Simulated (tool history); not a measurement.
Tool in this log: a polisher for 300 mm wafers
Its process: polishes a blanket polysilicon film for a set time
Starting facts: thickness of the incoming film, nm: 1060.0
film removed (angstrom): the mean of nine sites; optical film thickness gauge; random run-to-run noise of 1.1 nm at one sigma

| run | hour | flow of slurry (ml/min) | pressure of the wafer on the pad (psi) | speed of the pad under the wafer (cm/s) | polishing time (s) | film removed (angstrom) |
|---|---|---|---|---|---|---|
| 1 | 0 | 195 | 2.3 | 80 | 38 | 2300 |
| 2 | 6.1 | 190 | 2.2 | 80 | 38 | 2201.6 |
| 3 | 8.2 | 185 | 2.1 | 80 | 38 | 2104.3 |
| 4 | 16.6 | 185 | 2.1 | 80 | 38 | 2130.8 |
| 5 | 24.3 | 185 | 2.1 | 92 | 38 | 2436.2 |
| 6 | 30 | 185 | 2.1 | 92 | 38 | 2408.6 |
| 7 | 38.3 | 180 | 2 | 92 | 38 | 2311 |
| 8 | 47 | 175 | 1.9 | 92 | 38 | 2245.2 |
| 9 | 50.9 | 175 | 1.8 | 92 | 38 | 2143.8 |

Estimate the outcome of run 10 from the log above:
| 10 | 56.6 | 175 | 1.7 | 92 | 38 | ? |

film removed (angstrom): 2076.6
